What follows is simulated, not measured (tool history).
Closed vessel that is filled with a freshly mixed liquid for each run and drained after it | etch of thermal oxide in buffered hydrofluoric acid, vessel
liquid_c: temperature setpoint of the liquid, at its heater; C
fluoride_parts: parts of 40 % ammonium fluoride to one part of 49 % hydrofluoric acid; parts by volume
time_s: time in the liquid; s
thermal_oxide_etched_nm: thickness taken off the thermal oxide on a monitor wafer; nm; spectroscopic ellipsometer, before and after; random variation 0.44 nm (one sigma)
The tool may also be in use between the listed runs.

run,hour,liquid_c,fluoride_parts,time_s,thermal_oxide_etched_nm
1,0,23,10.5,100,91.477
2,8.5,22.5,10.5,100,90.32
3,11.3,22,10.5,100,87.973
4,17.5,21.5,10.5,100,85.297
5,20.1,21.5,10.5,100,86.142
6,29.3,21,10.5,100,83.361
7,37.7,20.5,10.5,100,81.787

Run 8 comes next. What will it give?
8,43.7,17,11.5,100,?

thermal_oxide_etched_nm: 60.996 nm
